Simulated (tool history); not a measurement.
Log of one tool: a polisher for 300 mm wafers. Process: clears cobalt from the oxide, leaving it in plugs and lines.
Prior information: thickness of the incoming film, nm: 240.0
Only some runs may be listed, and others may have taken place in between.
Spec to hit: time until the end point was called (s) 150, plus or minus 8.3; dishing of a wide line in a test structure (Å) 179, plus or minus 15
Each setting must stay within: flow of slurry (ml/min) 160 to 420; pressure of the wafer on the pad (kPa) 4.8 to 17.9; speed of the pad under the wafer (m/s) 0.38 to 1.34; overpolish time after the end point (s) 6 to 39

run    day  flow of slurry (ml/min)  pressure of the wafer on the pad (kPa)  speed of the pad under the wafer (m/s)  overpolish time after the end point (s)  time until the end point was called (s)  dishing of a wide line in a test structure (Å)
  1      0                      270                                      11                                    0.86                                       20                                   70.711                                          394.19
  2  0.367                      270                                    10.3                                    0.82                                       18                                   76.961                                           357.4
  3  0.462                      270                                     9.7                                    0.78                                       16                                    87.85                                          297.04
  4  0.596                      270                                    12.4                                    0.78                                       16                                   68.221                                          358.32
  5  0.892                      270                                     9.7                                    0.78                                       16                                    92.82                                          303.22
  6  0.996                      270                                    12.4                                    0.78                                       16                                   68.938                                          353.32
  7  1.112                      270                                       9                                    0.74                                        6                                   100.83                                          132.83
  8  1.388                      270                                     8.3                                    0.72                                        7                                   112.13                                             136
  9  1.717                      270                                     7.6                                    0.72                                        8                                   120.66                                          143.81
 10  2.058                      270                                     7.6                                    0.72                                        9                                   122.63                                          154.41
 11  2.288                      270                                     7.6                                    0.72                                       10                                   124.38                                          161.25
 12  2.567                      270                                     7.6                                    0.72                                       11                                   122.24                                          179.99
 13  2.733                      270                                     6.9                                     0.7                                       12                                   138.52                                           178.2

Which single option among these 5 for the next run brings every result within its allowed miss of target? Just one does.
  A  2.9                      410                                     5.5                                    0.78                                       13                                        ?                                               ?
  B  2.9                      230                                     6.9                                    0.58                                       15                                        ?                                               ?
  C  2.9                      265                                     4.8                                    0.76                                       15                                        ?                                               ?
  D  2.9                      275                                       9                                    0.54                                       10                                        ?                                               ?
  E  2.9                      270                                     9.7                                    0.54                                       10                                        ?                                               ?

move  time until the end point was called (s)  dishing of a wide line in a test structure (Å)
   A                                   147.06                                          184.37
   B                                   167.34                                          186.62
   C                                   177.63                                          177.83
   D                                   136.41                                          157.65
   E                                   127.25                                          167.05
A: in spec on every target
B: takes the result that was furthest off past its target
C: takes the result that was furthest off past its target
D: its largest miss is bigger than the last run's
E: its largest miss is bigger than the last run's
Correct choice: A, which meets every target
